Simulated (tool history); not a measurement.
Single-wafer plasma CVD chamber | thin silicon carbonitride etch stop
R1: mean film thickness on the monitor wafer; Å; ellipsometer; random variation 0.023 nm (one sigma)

run 1 hour=0 | RF_power_(kW)=0.25 deposition_time_(s)=11.7 | R1=69.456
run 2 hour=1.5 | RF_power_(kW)=0.25 deposition_time_(s)=12.9 | R1=76.242
run 3 hour=6.8 | RF_power_(kW)=0.235 deposition_time_(s)=12.9 | R1=74.824
run 4 hour=10.8 | RF_power_(kW)=0.25 deposition_time_(s)=13 | R1=77.182
run 5 hour=16.1 | RF_power_(kW)=0.25 deposition_time_(s)=11.9 | R1=70.358
-- hour=21.4 RF generator calibrated
run 6 hour=21.4 | RF_power_(kW)=0.23 deposition_time_(s)=11.9 | R1=70.467
run 7 hour=25.9 | RF_power_(kW)=0.23 deposition_time_(s)=12.5 | R1=73.798

The next listed run, before its measurement:
run 8 hour=31.1 | RF_power_(kW)=0.23 deposition_time_(s)=12.9 | R1=?

Run 8 gave R1 76.436 Å.

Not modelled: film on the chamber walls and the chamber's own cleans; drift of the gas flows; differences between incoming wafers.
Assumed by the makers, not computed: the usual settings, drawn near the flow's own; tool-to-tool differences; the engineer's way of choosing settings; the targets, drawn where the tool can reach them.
